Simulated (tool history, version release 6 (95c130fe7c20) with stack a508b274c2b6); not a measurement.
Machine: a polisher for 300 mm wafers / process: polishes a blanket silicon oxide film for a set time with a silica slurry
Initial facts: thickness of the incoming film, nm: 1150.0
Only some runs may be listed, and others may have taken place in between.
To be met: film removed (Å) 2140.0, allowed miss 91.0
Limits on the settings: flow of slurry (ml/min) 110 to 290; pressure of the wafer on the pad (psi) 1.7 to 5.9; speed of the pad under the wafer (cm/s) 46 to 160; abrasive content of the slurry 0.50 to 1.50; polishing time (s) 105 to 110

| run | hour | flow of slurry (ml/min) | pressure of the wafer on the pad (psi) | speed of the pad under the wafer (cm/s) | abrasive content of the slurry | polishing time (s) | film removed (Å) |
|---|---|---|---|---|---|---|---|
| 1 | 0.0 | 185 | 3.8 | 102 | 1.00 | 105 | 2744.2 |
| 2 | 2.3 | 185 | 3.6 | 102 | 1.00 | 105 | 2609.8 |
| 3 | 6.5 | 185 | 3.6 | 102 | 0.90 | 105 | 2485.1 |
| 4 | 13.3 | 230 | 3.6 | 102 | 0.90 | 105 | 2590.2 |
| 5 | 19.7 | 225 | 3.4 | 102 | 0.90 | 105 | 2381.8 |
| 6 | 21.3 | 225 | 4.3 | 102 | 0.90 | 105 | 2831.2 |
| 7 | 28.6 | 225 | 4.0 | 100 | 0.90 | 105 | 2720.4 |
| 8 | 37.0 | 225 | 4.0 | 100 | 0.90 | 105 | 2584.7 |
| 9 | 44.3 | 225 | 3.8 | 100 | 0.90 | 105 | 2538.7 |
| 10 | 48.4 | 225 | 3.6 | 100 | 0.90 | 105 | 2466.0 |
| 11 | 49.8 | 225 | 3.4 | 100 | 0.90 | 105 | 2306.3 |
| 12 | 51.1 | 225 | 3.4 | 100 | 0.90 | 105 | 2413.7 |
| 13 | 57.0 | 225 | 3.2 | 100 | 0.90 | 105 | 2276.3 |

Exactly one of the 4 candidate moves below puts every result within its allowed miss. Which one?
| A | 62.9 | 210 | 2.9 | 100 | 1.15 | 110 | ? |
| B | 62.9 | 205 | 4.2 | 72 | 1.05 | 110 | ? |
| C | 62.9 | 250 | 3.0 | 106 | 0.75 | 110 | ? |
| D | 62.9 | 225 | 2.6 | 122 | 0.85 | 110 | ? |

| move | film removed (Å) |
|---|---|
| A | 2650.3 |
| B | 2471.3 |
| C | 2150.0 |
| D | 2414.2 |
A: lands further from the targets than the last run did
B: lands further from the targets than the last run did
C: all results land within tolerance of their targets
D: lands further from the targets than the last run did
Move C is the one to make.
